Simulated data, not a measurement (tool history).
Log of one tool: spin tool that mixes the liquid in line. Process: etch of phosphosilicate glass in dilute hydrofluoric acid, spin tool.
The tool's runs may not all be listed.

run  hour  temperature setpoint of the liquid (°C)  parts of water to one part of 49 % hydrofluoric acid (parts by volume)  time under the liquid (s)  thickness taken off the phosphosilicate glass on a monitor wafer (Å)
  1     0                                       22                                                                     155                         65                                                                250.22
  2   7.9                                     23.5                                                                     155                         65                                                                263.84
  3   8.5                                     23.5                                                                     155                         70                                                                284.71
  4  10.7                                     20.5                                                                     155                         70                                                                255.05
  5  18.5                                     23.5                                                                     140                         70                                                                324.66
  6  20.8                                     23.5                                                                     115                         70                                                                400.97
  7  27.8                                     25.5                                                                     110                         70                                                                457.63
  8  31.7                                       27                                                                     110                         70                                                                484.53

Run 9 comes next. What will it give?
  9  33.9                                       28                                                                     110                         70                                                                     ?

{"run 9": {"thickness taken off the phosphosilicate glass on a monitor wafer (Å)": 504.34}}
